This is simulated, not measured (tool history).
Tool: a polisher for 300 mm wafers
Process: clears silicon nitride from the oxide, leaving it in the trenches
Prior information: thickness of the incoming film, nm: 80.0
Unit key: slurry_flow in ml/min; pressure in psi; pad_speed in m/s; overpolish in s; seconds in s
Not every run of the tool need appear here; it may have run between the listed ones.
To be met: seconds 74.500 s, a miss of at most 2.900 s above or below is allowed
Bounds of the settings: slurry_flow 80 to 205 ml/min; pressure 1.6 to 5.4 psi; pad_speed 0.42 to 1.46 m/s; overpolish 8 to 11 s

run,day,slurry_flow,pressure,pad_speed,overpolish,seconds
1,0.000,135,3.5,0.94,11,88.491
2,0.296,135,3.5,1.08,11,79.064
3,0.375,135,3.5,1.30,11,65.977
4,0.612,165,3.5,1.30,11,66.660
5,0.929,165,4.1,1.30,11,55.754
6,1.250,165,4.1,1.42,11,52.333
7,1.392,165,3.7,1.40,11,56.875
8,1.450,165,3.4,1.40,11,63.926
9,1.725,165,3.2,1.40,11,65.885
10,1.825,165,3.1,1.40,11,68.307
11,1.954,165,3.1,1.40,11,69.515

Of the 4 settings listed for the next run, only one would bring every result within its allowed miss of target. Which one?
A,2.083,175,3.4,1.40,11,?
B,2.083,185,3.0,1.46,11,?
C,2.083,190,3.4,1.36,11,?
D,2.083,130,3.3,1.26,11,?

move,seconds
A,62.503
B,67.521
C,63.398
D,73.633
A: the biggest miss grows against the last run
B: the biggest miss grows against the last run
C: the biggest miss grows against the last run
D: each result inside its tolerance
So the answer is move D, the one that meets all the targets.
